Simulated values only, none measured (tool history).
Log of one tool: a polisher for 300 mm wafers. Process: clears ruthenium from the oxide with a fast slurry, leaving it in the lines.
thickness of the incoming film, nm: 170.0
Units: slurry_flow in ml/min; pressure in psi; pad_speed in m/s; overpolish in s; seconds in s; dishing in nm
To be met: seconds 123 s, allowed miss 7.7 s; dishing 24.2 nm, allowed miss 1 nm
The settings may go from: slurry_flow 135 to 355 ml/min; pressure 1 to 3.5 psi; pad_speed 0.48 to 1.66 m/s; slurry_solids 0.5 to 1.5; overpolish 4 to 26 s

{"run": 1, "day": 0.0, "slurry_flow": 225, "pressure": 2.2, "pad_speed": 1.06, "slurry_solids": 1, "overpolish": 13, "seconds": 53.755, "dishing": 31.34}
{"run": 2, "day": 0.3, "slurry_flow": 225, "pressure": 2.2, "pad_speed": 1.06, "slurry_solids": 1, "overpolish": 9, "seconds": 55.35, "dishing": 22.975}
{"run": 3, "day": 0.354, "slurry_flow": 225, "pressure": 2.1, "pad_speed": 1.02, "slurry_solids": 1, "overpolish": 10, "seconds": 59.997, "dishing": 23.264}
{"run": 4, "day": 0.462, "slurry_flow": 190, "pressure": 2.1, "pad_speed": 1.02, "slurry_solids": 1, "overpolish": 10, "seconds": 62.119, "dishing": 22.924}
{"run": 5, "day": 0.508, "slurry_flow": 185, "pressure": 2, "pad_speed": 1, "slurry_solids": 1, "overpolish": 11, "seconds": 65.45, "dishing": 23.31}
{"run": 6, "day": 0.55, "slurry_flow": 185, "pressure": 1.9, "pad_speed": 0.98, "slurry_solids": 1, "overpolish": 12, "seconds": 68.487, "dishing": 24.034}
{"run": 7, "day": 0.65, "slurry_flow": 180, "pressure": 1.3, "pad_speed": 0.68, "slurry_solids": 1, "overpolish": 18, "seconds": 139.2, "dishing": 19.101}
{"run": 8, "day": 0.692, "slurry_flow": 180, "pressure": 1.3, "pad_speed": 0.68, "slurry_solids": 1, "overpolish": 18, "seconds": 139.33, "dishing": 18.928}
{"run": 9, "day": 1.033, "slurry_flow": 180, "pressure": 1.5, "pad_speed": 0.68, "slurry_solids": 1, "overpolish": 19, "seconds": 121.6, "dishing": 22.066}

4 next moves are on the table. One of them brings every result within its allowed miss. Which?
{"run": "A", "day": 1.375, "slurry_flow": 180, "pressure": 1.5, "pad_speed": 0.6, "slurry_solids": 1.1, "overpolish": 16, "seconds": "?", "dishing": "?"}
{"run": "B", "day": 1.375, "slurry_flow": 195, "pressure": 1.4, "pad_speed": 0.8, "slurry_solids": 0.85, "overpolish": 21, "seconds": "?", "dishing": "?"}
{"run": "C", "day": 1.375, "slurry_flow": 150, "pressure": 1.5, "pad_speed": 0.58, "slurry_solids": 1.1, "overpolish": 20, "seconds": "?", "dishing": "?"}
{"run": "D", "day": 1.375, "slurry_flow": 220, "pressure": 2.2, "pad_speed": 0.68, "slurry_solids": 0.6, "overpolish": 18, "seconds": "?", "dishing": "?"}

move=A seconds=127.97 dishing=18.657
move=B seconds=126.39 dishing=23.888
move=C seconds=136.04 dishing=21.504
move=D seconds=129.11 dishing=20.534
A: further off than the last run
B: meets every target
C: further off than the last run
D: further off than the last run
The right move is B.
